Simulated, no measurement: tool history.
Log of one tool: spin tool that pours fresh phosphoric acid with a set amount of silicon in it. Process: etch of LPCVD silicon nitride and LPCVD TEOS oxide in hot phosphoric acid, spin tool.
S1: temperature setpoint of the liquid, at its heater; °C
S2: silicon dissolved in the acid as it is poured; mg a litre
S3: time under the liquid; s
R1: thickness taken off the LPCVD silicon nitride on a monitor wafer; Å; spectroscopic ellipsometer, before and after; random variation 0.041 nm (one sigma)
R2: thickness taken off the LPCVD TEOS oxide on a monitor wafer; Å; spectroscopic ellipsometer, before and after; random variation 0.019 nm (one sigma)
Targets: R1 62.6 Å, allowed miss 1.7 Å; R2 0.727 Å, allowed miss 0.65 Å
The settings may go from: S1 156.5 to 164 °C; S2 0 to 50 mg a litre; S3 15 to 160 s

Run 1, hour 0: S1 159 °C, S2 29.5 mg a litre, S3 80 s. Result: R1 72.11 Å, R2 0.50204 Å.
Run 2, hour 5.3: S1 157 °C, S2 29.5 mg a litre, S3 80 s. Result: R1 67.53 Å, R2 0.62235 Å.
Run 3, hour 10.5: S1 157 °C, S2 29.5 mg a litre, S3 105 s. Result: R1 89.505 Å, R2 1.2245 Å.
Run 4, hour 11.5: S1 157 °C, S2 19.5 mg a litre, S3 105 s. Result: R1 89.115 Å, R2 1.9759 Å.
Run 5, hour 16.2: S1 157 °C, S2 5 mg a litre, S3 105 s. Result: R1 90.211 Å, R2 1.8488 Å.
Run 6, hour 18.4: S1 157 °C, S2 6 mg a litre, S3 100 s. Result: R1 84.929 Å, R2 0.68202 Å.
Run 7, hour 24.1: S1 157 °C, S2 6 mg a litre, S3 100 s. Result: R1 85.297 Å, R2 1.0052 Å.
Run 8, hour 32.3: S1 157 °C, S2 9 mg a litre, S3 95 s. Result: R1 80.721 Å, R2 1.8729 Å.
Run 9, hour 40.8: S1 157 °C, S2 12 mg a litre, S3 90 s. Result: R1 76.199 Å, R2 1.7237 Å.
Run 10, hour 49.4: S1 157 °C, S2 14 mg a litre, S3 85 s. Result: R1 72.414 Å, R2 1.8398 Å.
Run 11, hour 52.5: S1 157.5 °C, S2 16 mg a litre, S3 80 s. Result: R1 68.905 Å, R2 1.1942 Å.
Run 12, hour 53.4: S1 157.5 °C, S2 18 mg a litre, S3 80 s. Result: R1 68.932 Å, R2 0.86261 Å.
Run 13, hour 60.6: S1 157.5 °C, S2 18.5 mg a litre, S3 80 s. Result: R1 69.367 Å, R2 1.2889 Å.
Run 14, hour 65.5: S1 157.5 °C, S2 21 mg a litre, S3 80 s. Result: R1 68.471 Å, R2 0.9048 Å.
Run 15, hour 72.2: S1 157.5 °C, S2 21 mg a litre, S3 80 s. Result: R1 69.107 Å, R2 1.2655 Å.
Run 16, hour 74.8: S1 157.5 °C, S2 21 mg a litre, S3 80 s. Result: R1 69.371 Å, R2 1.3938 Å.
Run 17, hour 77.1: S1 157.5 °C, S2 23 mg a litre, S3 80 s. Result: R1 68.337 Å, R2 1.2897 Å.
Run 18, hour 85.6: S1 157.5 °C, S2 24.5 mg a litre, S3 80 s. Result: R1 69.279 Å, R2 1.0024 Å.
Run 19, hour 92.7: S1 157.5 °C, S2 25.5 mg a litre, S3 80 s. Result: R1 68.441 Å, R2 0.86132 Å.

4 next moves are on the table. One of them brings every result within its allowed miss. Which?
Run A, hour 99.8: S1 158 °C, S2 29 mg a litre, S3 75 s. Result: R1 ?, R2 ?.
Run B, hour 99.8: S1 156.5 °C, S2 9 mg a litre, S3 70 s. Result: R1 ?, R2 ?.
Run C, hour 99.8: S1 156.5 °C, S2 28 mg a litre, S3 70 s. Result: R1 ?, R2 ?.
Run D, hour 99.8: S1 158.5 °C, S2 27 mg a litre, S3 70 s. Result: R1 ?, R2 ?.

move      R1       R2
   A  65.497  0.47432
   B   58.09  0.69984
   C   58.09  0.41078
   D  62.174  0.49489
A: nearer than the last run, and not there yet
B: takes the result that was furthest off past its target
C: takes the result that was furthest off past its target
D: meets every target
Move D is the one to make.

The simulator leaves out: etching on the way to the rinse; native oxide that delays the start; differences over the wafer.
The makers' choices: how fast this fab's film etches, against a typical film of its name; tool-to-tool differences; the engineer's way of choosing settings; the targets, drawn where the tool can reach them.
